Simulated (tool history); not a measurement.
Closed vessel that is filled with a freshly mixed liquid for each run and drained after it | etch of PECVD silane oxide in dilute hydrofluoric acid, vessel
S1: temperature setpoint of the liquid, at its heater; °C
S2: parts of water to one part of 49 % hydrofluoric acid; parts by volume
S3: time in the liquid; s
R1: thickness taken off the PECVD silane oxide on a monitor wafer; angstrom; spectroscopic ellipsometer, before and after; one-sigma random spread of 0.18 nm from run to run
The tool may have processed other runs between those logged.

run  hour    S1   S2  S3      R1
  1     0    25  100  90  152.58
  2   2.4  26.5   85  90  193.07
  3   5.8  26.5  115  90  136.66
  4   8.5  27.5  100  90  167.54
  5   9.5  27.5  100  60  112.23
  6  15.6  25.5   85  65  134.54

For run 7, what comes out?
  7    17  27  70  70   ?

{"run 7": {"R1": 190.01}}

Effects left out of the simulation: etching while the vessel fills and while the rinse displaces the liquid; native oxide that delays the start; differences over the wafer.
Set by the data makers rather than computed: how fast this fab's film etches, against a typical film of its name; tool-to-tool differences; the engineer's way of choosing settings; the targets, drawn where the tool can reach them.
